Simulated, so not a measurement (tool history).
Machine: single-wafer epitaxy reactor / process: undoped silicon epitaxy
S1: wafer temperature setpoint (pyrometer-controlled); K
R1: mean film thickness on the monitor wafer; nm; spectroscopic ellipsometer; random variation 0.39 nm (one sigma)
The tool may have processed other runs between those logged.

run 1 day=0.000 | S1=938.15 deposition_time_(s)=424 | R1=97.267
run 2 day=0.304 | S1=938.15 deposition_time_(s)=380 | R1=87.761
run 3 day=0.458 | S1=938.15 deposition_time_(s)=433 | R1=99.680
run 4 day=0.638 | S1=930.15 deposition_time_(s)=433 | R1=86.391
run 5 day=0.904 | S1=941.15 deposition_time_(s)=433 | R1=106.240
run 6 day=1.225 | S1=951.15 deposition_time_(s)=433 | R1=126.100
run 7 day=1.333 | S1=945.15 deposition_time_(s)=432 | R1=114.000
run 8 day=1.371 | S1=941.15 deposition_time_(s)=431 | R1=105.270
run 9 day=1.400 | S1=938.15 deposition_time_(s)=431 | R1=98.940
run 10 day=1.688 | S1=936.15 deposition_time_(s)=431 | R1=95.717
run 11 day=1.917 | S1=936.15 deposition_time_(s)=431 | R1=96.202
run 12 day=2.008 | S1=934.15 deposition_time_(s)=431 | R1=92.895
run 13 day=2.067 | S1=932.15 deposition_time_(s)=431 | R1=89.000
run 14 day=2.283 | S1=931.15 deposition_time_(s)=431 | R1=87.362

Estimate the outcome of run 15 from the log above:
run 15 day=2.467 | S1=930.15 deposition_time_(s)=431 | R1=?

R1: 85.480 nm
